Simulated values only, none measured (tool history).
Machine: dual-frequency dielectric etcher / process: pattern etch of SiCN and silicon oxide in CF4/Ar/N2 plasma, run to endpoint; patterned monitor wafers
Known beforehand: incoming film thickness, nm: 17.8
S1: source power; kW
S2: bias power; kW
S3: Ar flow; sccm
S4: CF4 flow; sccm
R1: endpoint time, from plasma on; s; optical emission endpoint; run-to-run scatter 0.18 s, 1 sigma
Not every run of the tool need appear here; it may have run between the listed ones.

run  hour    S1     S2   S3  S4      R1
  1     0  0.57  0.064  102  71  17.851
  2   5.9  0.48  0.064  102  71  20.386
  3  14.5  0.46  0.064  102  71  21.034
  4  18.2  0.46  0.064  102  64  21.554
  5  22.9  0.45  0.064  102  64  21.783
  6  26.4  0.44  0.064  102  64  22.409
  7  30.6  0.44  0.064  102  64   22.49
  8  33.8  0.43  0.064  102  64  22.675
  9  40.9  0.42  0.064  102  64  22.952

Expected results for the next run?
 10  48.6  0.41  0.064  102  64   ?

R1: 23.295 s

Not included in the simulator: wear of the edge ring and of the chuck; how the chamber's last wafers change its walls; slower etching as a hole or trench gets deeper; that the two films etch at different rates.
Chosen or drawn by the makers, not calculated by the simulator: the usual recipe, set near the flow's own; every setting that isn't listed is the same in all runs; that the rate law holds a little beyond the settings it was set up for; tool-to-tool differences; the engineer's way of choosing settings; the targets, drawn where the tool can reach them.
